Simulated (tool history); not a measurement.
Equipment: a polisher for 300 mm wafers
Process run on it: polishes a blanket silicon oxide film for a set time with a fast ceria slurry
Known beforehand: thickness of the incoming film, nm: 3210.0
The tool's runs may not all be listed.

run	hour	flow of slurry (ml/min)	pressure of the wafer on the pad (psi)	speed of the pad under the wafer (m/s)	polishing time (s)	film removed (Å)
1	0	200	2	0.94	45	5104
2	5.8	220	2	0.94	45	5280.7
3	8.3	210	1.8	0.94	45	4916.6
4	10.8	160	1.8	0.94	45	4653.4
5	11.9	160	1.8	0.8	45	4038.2
6	13.5	160	1.8	0.8	45	4030.5
7	20.9	160	1.7	0.8	45	3825.2

Predict the results of run 8:
8	22.4	160	1.6	0.8	45	?

{"run 8": {"film removed (Å)": 3792.8}}
